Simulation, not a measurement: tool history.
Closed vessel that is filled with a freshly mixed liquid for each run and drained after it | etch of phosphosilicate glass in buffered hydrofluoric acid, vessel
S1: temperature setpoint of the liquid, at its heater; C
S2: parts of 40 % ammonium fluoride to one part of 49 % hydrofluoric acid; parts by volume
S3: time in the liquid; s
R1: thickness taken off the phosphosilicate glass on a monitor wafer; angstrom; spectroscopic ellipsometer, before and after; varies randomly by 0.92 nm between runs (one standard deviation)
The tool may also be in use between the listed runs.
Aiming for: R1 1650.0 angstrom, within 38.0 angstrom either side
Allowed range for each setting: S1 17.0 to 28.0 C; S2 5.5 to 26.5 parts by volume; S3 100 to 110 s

{"run": 1, "hour": 0.0, "S1": 20.0, "S2": 16.0, "S3": 100, "R1": 2289.1}
{"run": 2, "hour": 8.8, "S1": 19.0, "S2": 17.0, "S3": 100, "R1": 2032.7}
{"run": 3, "hour": 15.6, "S1": 18.5, "S2": 17.5, "S3": 100, "R1": 1946.0}
{"run": 4, "hour": 17.1, "S1": 18.5, "S2": 13.5, "S3": 100, "R1": 2492.3}
{"run": 5, "hour": 23.1, "S1": 17.0, "S2": 13.5, "S3": 100, "R1": 2302.5}
{"run": 6, "hour": 26.8, "S1": 17.0, "S2": 15.0, "S3": 100, "R1": 2070.8}
{"run": 7, "hour": 30.3, "S1": 17.0, "S2": 16.0, "S3": 100, "R1": 1934.4}
{"run": 8, "hour": 36.5, "S1": 17.0, "S2": 17.0, "S3": 100, "R1": 1815.5}
{"run": 9, "hour": 42.0, "S1": 17.0, "S2": 17.5, "S3": 100, "R1": 1790.1}
{"run": 10, "hour": 49.3, "S1": 17.0, "S2": 18.0, "S3": 100, "R1": 1720.5}

Of the 5 settings listed for the next run, only one would bring every result within its allowed miss of target. Which one?
{"run": "A", "hour": 56.6, "S1": 17.0, "S2": 19.0, "S3": 110, "R1": "?"}
{"run": "B", "hour": 56.6, "S1": 17.0, "S2": 17.5, "S3": 100, "R1": "?"}
{"run": "C", "hour": 56.6, "S1": 17.0, "S2": 20.0, "S3": 105, "R1": "?"}
{"run": "D", "hour": 56.6, "S1": 17.0, "S2": 20.0, "S3": 110, "R1": "?"}
{"run": "E", "hour": 56.6, "S1": 18.0, "S2": 18.0, "S3": 100, "R1": "?"}

move=A R1=1793.2
move=B R1=1768.1
move=C R1=1627.1
move=D R1=1704.6
move=E R1=1820.6
A: misses by more than the last run did
B: misses by more than the last run did
C: every result within its allowed miss
D: closer than the last run, but not yet in spec
E: misses by more than the last run did
Move C is the one to make.
